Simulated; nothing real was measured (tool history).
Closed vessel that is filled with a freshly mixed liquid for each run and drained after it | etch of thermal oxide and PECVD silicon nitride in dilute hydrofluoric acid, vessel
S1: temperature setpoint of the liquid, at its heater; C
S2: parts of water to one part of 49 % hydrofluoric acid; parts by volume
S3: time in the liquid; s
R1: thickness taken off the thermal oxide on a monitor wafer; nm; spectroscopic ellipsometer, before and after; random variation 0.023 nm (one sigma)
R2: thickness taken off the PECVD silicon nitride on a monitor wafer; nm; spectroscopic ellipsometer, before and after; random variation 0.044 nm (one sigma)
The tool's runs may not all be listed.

Run 1, hour 0: S1 25 C, S2 145 parts by volume, S3 205 s. Result: R1 7.2464 nm, R2 8.9081 nm.
Run 2, hour 6: S1 24 C, S2 150 parts by volume, S3 205 s. Result: R1 6.5753 nm, R2 8.1394 nm.
Run 3, hour 7.6: S1 23 C, S2 150 parts by volume, S3 205 s. Result: R1 6.3996 nm, R2 7.6138 nm.
Run 4, hour 8.9: S1 21.5 C, S2 150 parts by volume, S3 205 s. Result: R1 6.0057 nm, R2 6.8913 nm.
Run 5, hour 15.2: S1 21 C, S2 155 parts by volume, S3 205 s. Result: R1 5.714 nm, R2 6.5266 nm.
Run 6, hour 23.5: S1 20.5 C, S2 160 parts by volume, S3 205 s. Result: R1 5.328 nm, R2 6.1222 nm.
Run 7, hour 25.3: S1 20 C, S2 165 parts by volume, S3 205 s. Result: R1 5.1546 nm, R2 5.7648 nm.

Run 8 comes next. What will it give?
Run 8, hour 26.3: S1 20 C, S2 170 parts by volume, S3 205 s. Result: R1 ?, R2 ?.

{"run 8": {"R1": 4.8703, "R2": 5.534}}

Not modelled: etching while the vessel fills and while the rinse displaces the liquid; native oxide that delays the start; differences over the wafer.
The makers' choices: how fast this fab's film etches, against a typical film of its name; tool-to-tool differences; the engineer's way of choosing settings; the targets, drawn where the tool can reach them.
